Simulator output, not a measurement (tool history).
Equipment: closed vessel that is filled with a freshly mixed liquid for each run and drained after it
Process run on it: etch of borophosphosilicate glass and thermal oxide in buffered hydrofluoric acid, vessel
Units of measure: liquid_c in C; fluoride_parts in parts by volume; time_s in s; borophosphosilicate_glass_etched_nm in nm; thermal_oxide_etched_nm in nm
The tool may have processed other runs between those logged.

run  hour  liquid_c  fluoride_parts  time_s  borophosphosilicate_glass_etched_nm  thermal_oxide_etched_nm
  1     0        22              11      60                               78.585                   58.736
  2   7.8        21              11      60                               74.179                   55.754
  3  15.3      22.5              11      60                               80.488                   60.078
  4  23.9      23.5              11      60                               84.815                   63.466
  5  26.2        24              11      60                               87.183                   64.807
  6  28.4        24              11      45                               65.989                    48.78
  7  30.9        26            10.5      45                               76.283                   57.976
  8  32.8        27            10.5      45                               79.945                   59.797

Run 9 comes next. What will it give?
  9  41.2        28            10.5      45                                    ?                        ?

{"run 9": {"borophosphosilicate_glass_etched_nm": 85.029, "thermal_oxide_etched_nm": 63.636}}
